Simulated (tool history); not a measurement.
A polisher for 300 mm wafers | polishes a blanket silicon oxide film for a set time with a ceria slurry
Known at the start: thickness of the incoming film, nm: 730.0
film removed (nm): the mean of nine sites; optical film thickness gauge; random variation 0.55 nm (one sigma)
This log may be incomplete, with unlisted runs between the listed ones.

run  hour  flow of slurry (ml/min)  pressure of the wafer on the pad (kPa)  speed of the pad under the wafer (cm/s)  polishing time (s)  film removed (nm)
  1     0                      190                                    14.5                                       90                  41              94.37
  2     9                      190                                    14.5                                      100                  41             105.12
  3  11.1                      190                                    14.5                                      116                  41              119.3
  4  14.4                      190                                    14.5                                      116                  36             106.16
  5  21.7                      215                                    14.5                                      116                  36              106.8
  6  27.5                      215                                    13.8                                      116                  36             102.13
  7  36.4                      215                                    13.1                                      116                  36             97.608
  8  39.1                      215                                    12.4                                      116                  36             92.296
  9  47.1                      215                                    12.4                                      116                  36             92.615
 10  51.3                      215                                    12.4                                      116                  36             93.283

Estimate the outcome of run 11 from the log above:
 11    55                      215                                      11                                      116                  36                  ?

film removed (nm): 82.306
